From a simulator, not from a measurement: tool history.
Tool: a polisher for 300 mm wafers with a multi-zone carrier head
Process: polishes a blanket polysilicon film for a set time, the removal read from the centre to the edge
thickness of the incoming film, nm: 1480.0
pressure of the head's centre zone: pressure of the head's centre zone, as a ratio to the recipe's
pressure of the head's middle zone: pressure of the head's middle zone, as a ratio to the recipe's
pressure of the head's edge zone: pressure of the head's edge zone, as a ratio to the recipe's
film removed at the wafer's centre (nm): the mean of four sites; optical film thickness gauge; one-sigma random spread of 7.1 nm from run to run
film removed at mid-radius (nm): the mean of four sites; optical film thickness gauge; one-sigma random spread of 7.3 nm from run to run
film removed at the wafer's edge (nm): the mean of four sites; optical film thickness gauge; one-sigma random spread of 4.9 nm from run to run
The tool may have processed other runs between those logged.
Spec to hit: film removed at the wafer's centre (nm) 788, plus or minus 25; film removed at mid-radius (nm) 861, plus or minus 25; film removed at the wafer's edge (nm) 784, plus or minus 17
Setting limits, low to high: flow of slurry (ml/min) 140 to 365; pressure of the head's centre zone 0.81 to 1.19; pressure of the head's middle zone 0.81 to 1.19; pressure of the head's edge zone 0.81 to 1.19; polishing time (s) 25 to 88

run	hour	flow of slurry (ml/min)	pressure of the head's centre zone	pressure of the head's middle zone	pressure of the head's edge zone	polishing time (s)	film removed at the wafer's centre (nm)	film removed at mid-radius (nm)	film removed at the wafer's edge (nm)
1	0	235	1	1	1	56	564.22	547.37	557.19
2	5.1	235	1	1	1	42	423.01	407	418.19
3	5.7	285	1	1	1	42	429.1	413.04	415.45
4	10.8	285	1.01	1.03	1.02	48	499.56	485.48	483.2
5	11.6	290	1.01	1.06	1.04	52	536.09	543.15	534.47
6	14.5	295	1.02	1.09	1.05	55	579.25	593.4	571.31
7	18.9	300	1.03	1.11	1.06	58	613.1	635.74	589.67
8	27.4	305	1.03	1.12	1.08	61	647.89	674.17	629.99
9	31.7	305	1.03	1.13	1.09	63	666.02	697.09	659.59
10	38.1	310	1.03	1.14	1.1	65	692.75	727.27	685.72
11	44.2	310	1.03	1.15	1.1	67	719.42	754.44	701.59
12	47.2	310	1.03	1.15	1.1	67	712.75	756.19	702.72

Consider the 4 candidate settings below. Which is the only one whose results all fall within their allowed miss of target?
A	50.2	315	0.99	0.88	1.19	78	?	?	?
B	50.2	320	1.02	1.17	1.11	75	?	?	?
C	50.2	300	1.19	1.06	1.08	58	?	?	?
D	50.2	300	1.04	0.9	1.19	72	?	?	?

move	film removed at the wafer's centre (nm)	film removed at mid-radius (nm)	film removed at the wafer's edge (nm)
A	798.34	692.39	846.75
B	793.93	848.27	788.89
C	711.83	598.64	601.56
D	770.68	648.03	778.73
A: moves the result that the last run missed by most past its target, out the other side
B: in spec on every target
C: further off than the last run
D: meets the target for the result that was furthest off, but another lies outside its allowed miss
Move B is the one to make.
